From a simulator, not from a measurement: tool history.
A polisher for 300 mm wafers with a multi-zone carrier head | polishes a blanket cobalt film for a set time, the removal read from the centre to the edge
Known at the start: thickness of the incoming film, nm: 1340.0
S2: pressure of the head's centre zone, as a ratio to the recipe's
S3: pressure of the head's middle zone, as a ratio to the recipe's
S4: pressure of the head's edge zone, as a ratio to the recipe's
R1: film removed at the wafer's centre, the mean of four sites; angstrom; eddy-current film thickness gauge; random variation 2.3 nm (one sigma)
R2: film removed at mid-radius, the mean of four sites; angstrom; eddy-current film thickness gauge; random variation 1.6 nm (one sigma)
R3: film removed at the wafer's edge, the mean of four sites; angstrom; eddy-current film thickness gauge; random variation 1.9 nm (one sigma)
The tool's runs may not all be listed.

{"run": 1, "day": 0.0, "flow of slurry (ml/min)": 300, "S2": 1.0, "S3": 1.0, "S4": 1.0, "polishing time (s)": 51, "R1": 1236.4, "R2": 1250.9, "R3": 1279.0}
{"run": 2, "day": 0.275, "flow of slurry (ml/min)": 305, "S2": 1.02, "S3": 1.0, "S4": 1.02, "polishing time (s)": 53, "R1": 1367.5, "R2": 1295.2, "R3": 1312.8}
{"run": 3, "day": 0.442, "flow of slurry (ml/min)": 305, "S2": 1.02, "S3": 0.94, "S4": 1.02, "polishing time (s)": 53, "R1": 1319.3, "R2": 1230.3, "R3": 1325.8}
{"run": 4, "day": 0.667, "flow of slurry (ml/min)": 305, "S2": 1.03, "S3": 0.94, "S4": 1.03, "polishing time (s)": 55, "R1": 1441.4, "R2": 1282.2, "R3": 1398.4}
{"run": 5, "day": 0.838, "flow of slurry (ml/min)": 360, "S2": 1.03, "S3": 0.94, "S4": 1.03, "polishing time (s)": 55, "R1": 1475.5, "R2": 1309.1, "R3": 1383.9}
{"run": 6, "day": 0.988, "flow of slurry (ml/min)": 360, "S2": 0.97, "S3": 0.94, "S4": 1.03, "polishing time (s)": 55, "R1": 1360.8, "R2": 1269.2, "R3": 1377.6}
{"run": 7, "day": 1.204, "flow of slurry (ml/min)": 355, "S2": 0.98, "S3": 0.94, "S4": 1.04, "polishing time (s)": 57, "R1": 1431.3, "R2": 1334.2, "R3": 1433.4}
{"run": 8, "day": 1.412, "flow of slurry (ml/min)": 345, "S2": 0.99, "S3": 0.94, "S4": 1.05, "polishing time (s)": 58, "R1": 1455.4, "R2": 1355.3, "R3": 1480.7}

Forecast run 9:
{"run": 9, "day": 1.483, "flow of slurry (ml/min)": 340, "S2": 1.01, "S3": 0.94, "S4": 1.06, "polishing time (s)": 59, "R1": "?", "R2": "?", "R3": "?"}

R1: 1478.7 angstrom
R2: 1363.4 angstrom
R3: 1522.9 angstrom
